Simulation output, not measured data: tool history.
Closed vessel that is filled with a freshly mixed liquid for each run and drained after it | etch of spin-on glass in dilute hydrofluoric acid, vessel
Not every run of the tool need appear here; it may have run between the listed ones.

run	hour	temperature setpoint of the liquid (C)	parts of water to one part of 49 % hydrofluoric acid (parts by volume)	time in the liquid (s)	thickness taken off the spin-on glass on a monitor wafer (Å)
1	0	21	130	30	83.049
2	3.1	21	175	30	59.174
3	4.8	21	215	30	46.31
4	9.5	21	235	30	41.639
5	18.8	23	185	30	60.417
6	27.1	26	185	30	67.037
7	34.6	29	135	30	109.59

Run 8 comes next. What will it give?
8	41.5	29	135	30	?

Run 8 came out at thickness taken off the spin-on glass on a monitor wafer (Å) 109.05.

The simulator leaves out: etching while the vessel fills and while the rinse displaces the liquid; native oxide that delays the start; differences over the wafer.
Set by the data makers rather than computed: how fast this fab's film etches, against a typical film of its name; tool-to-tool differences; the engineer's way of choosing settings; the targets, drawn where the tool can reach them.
